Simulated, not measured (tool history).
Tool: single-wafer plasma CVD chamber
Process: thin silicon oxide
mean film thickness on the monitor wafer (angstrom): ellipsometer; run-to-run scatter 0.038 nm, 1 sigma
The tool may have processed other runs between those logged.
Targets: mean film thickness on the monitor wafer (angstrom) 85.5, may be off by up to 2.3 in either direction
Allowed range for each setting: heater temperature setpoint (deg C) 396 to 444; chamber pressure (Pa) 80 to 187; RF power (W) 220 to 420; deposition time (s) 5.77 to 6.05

run,hour,heater temperature setpoint (deg C),chamber pressure (Pa),RF power (W),deposition time (s),mean film thickness on the monitor wafer (angstrom)
1,0,420,133,320,6.05,137.14
2,3.1,420,133,340,6.05,139.84
3,8.1,423,127,325,6.02,130.63
4,9.3,423,127,325,6.05,130.98
5,18,424,121,315,6.02,121.54
6,23.1,418,121,315,6.02,123.38
7,27.1,418,116,310,6,115.91
8,29.7,418,112,310,5.99,111.35
9,37.9,418,108,310,5.99,106.88
10,43.3,418,105,310,5.99,103.79
11,47.6,418,103,310,5.99,100.44
12,48.2,418,101,310,5.99,98.876
13,53.4,418,100,310,5.99,96.07
14,61.1,418,99,310,5.99,94.981
15,63.6,418,97,310,5.99,92.28
16,69.1,418,84,305,5.98,75.309
17,77.4,416,84,305,5.98,74.71

Of the 5 settings listed for the next run, only one would bring every result within its allowed miss of target. Which one?
A,85.7,421,100,280,6.05,?
B,85.7,420,91,315,6.05,?
C,85.7,417,96,320,6,?
D,85.7,411,81,275,5.79,?
E,85.7,411,96,315,6.05,?

move,mean film thickness on the monitor wafer (angstrom)
A,92.836
B,86.246
C,93.664
D,65.586
E,94.039
A: pushes the last run's worst result past its target
B: every result within its allowed miss
C: pushes the last run's worst result past its target
D: misses by more than the last run did
E: pushes the last run's worst result past its target
The right move is B.

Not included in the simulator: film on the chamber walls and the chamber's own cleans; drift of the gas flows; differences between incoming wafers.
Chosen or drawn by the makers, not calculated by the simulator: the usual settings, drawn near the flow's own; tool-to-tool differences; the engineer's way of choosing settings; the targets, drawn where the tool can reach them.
